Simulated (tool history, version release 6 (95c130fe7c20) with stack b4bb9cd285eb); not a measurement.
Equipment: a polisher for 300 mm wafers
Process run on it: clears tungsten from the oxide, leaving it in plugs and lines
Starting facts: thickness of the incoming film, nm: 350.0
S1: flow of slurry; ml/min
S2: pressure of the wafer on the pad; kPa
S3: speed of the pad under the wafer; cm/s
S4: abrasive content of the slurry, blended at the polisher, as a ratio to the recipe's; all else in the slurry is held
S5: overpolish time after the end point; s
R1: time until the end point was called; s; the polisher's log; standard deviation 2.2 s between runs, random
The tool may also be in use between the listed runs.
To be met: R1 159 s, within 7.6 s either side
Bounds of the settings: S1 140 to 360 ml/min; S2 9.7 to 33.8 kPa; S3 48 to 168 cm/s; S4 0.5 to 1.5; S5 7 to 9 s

run 1 day=0 | S1=230 S2=21.4 S3=108 S4=1 S5=9 | R1=86.867
run 2 day=0.242 | S1=230 S2=19.3 S3=106 S4=1 S5=9 | R1=96.352
run 3 day=0.571 | S1=230 S2=19.3 S3=106 S4=1.15 S5=9 | R1=94.24
run 4 day=0.925 | S1=230 S2=24.8 S3=106 S4=1.15 S5=9 | R1=74.095
run 5 day=1.242 | S1=230 S2=22.1 S3=106 S4=1.15 S5=9 | R1=81.906
run 6 day=1.408 | S1=230 S2=22.1 S3=120 S4=1.15 S5=9 | R1=72.876
run 7 day=1.608 | S1=230 S2=20 S3=116 S4=1.15 S5=9 | R1=82.577
run 8 day=1.908 | S1=230 S2=17.9 S3=112 S4=1.15 S5=9 | R1=93.943
run 9 day=2.125 | S1=230 S2=16.5 S3=108 S4=1.15 S5=9 | R1=107.52
run 10 day=2.225 | S1=230 S2=15.2 S3=108 S4=1.15 S5=9 | R1=115.4
run 11 day=2.408 | S1=230 S2=14.5 S3=108 S4=1.15 S5=9 | R1=121.24
run 12 day=2.5 | S1=230 S2=13.8 S3=108 S4=1.15 S5=9 | R1=130.36
run 13 day=2.646 | S1=230 S2=13.1 S3=108 S4=1.15 S5=9 | R1=131.55
run 14 day=2.825 | S1=230 S2=13.1 S3=108 S4=1.15 S5=9 | R1=133.32
run 15 day=2.996 | S1=230 S2=12.4 S3=108 S4=1.15 S5=9 | R1=137.67

Pick the move, out of 4, that brings all results within their allowed miss; only one does.
run A day=3.167 | S1=280 S2=11 S3=122 S4=0.7 S5=8 | R1=?
run B day=3.167 | S1=230 S2=12.4 S3=106 S4=1.3 S5=8 | R1=?
run C day=3.167 | S1=230 S2=11.7 S3=110 S4=1.15 S5=9 | R1=?
run D day=3.167 | S1=250 S2=9.7 S3=120 S4=1.3 S5=9 | R1=?

move=A R1=149.93
move=B R1=141.83
move=C R1=147.58
move=D R1=158.07
A: nearer the targets than the last run, but a result is still out of spec
B: nearer the targets than the last run, but a result is still out of spec
C: nearer the targets than the last run, but a result is still out of spec
D: meets every target
D meets every target.
